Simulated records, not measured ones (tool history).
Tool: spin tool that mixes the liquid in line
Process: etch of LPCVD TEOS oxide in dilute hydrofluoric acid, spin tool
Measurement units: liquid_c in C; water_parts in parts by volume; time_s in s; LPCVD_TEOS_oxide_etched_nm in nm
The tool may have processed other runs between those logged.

| run | day | liquid_c | water_parts | time_s | LPCVD_TEOS_oxide_etched_nm |
|---|---|---|---|---|---|
| 1 | 0.000 | 22.0 | 90 | 50 | 31.431 |
| 2 | 0.325 | 23.0 | 85 | 50 | 34.676 |
| 3 | 0.542 | 23.0 | 85 | 50 | 34.685 |
| 4 | 0.817 | 25.5 | 85 | 50 | 38.507 |
| 5 | 1.162 | 25.5 | 55 | 50 | 62.002 |
| 6 | 1.242 | 25.5 | 55 | 50 | 61.582 |
| 7 | 1.383 | 26.0 | 55 | 50 | 63.247 |
| 8 | 1.617 | 26.5 | 55 | 50 | 64.104 |
| 9 | 1.671 | 27.0 | 55 | 50 | 65.428 |
| 10 | 1.921 | 27.5 | 55 | 50 | 66.783 |
| 11 | 2.117 | 28.0 | 55 | 50 | 68.413 |
| 12 | 2.308 | 29.0 | 45 | 50 | 89.165 |

Run 13, settings as shown, results not yet in. Your forecast:
| 13 | 2.538 | 29.5 | 45 | 50 | ? |

LPCVD_TEOS_oxide_etched_nm: 89.659 nm
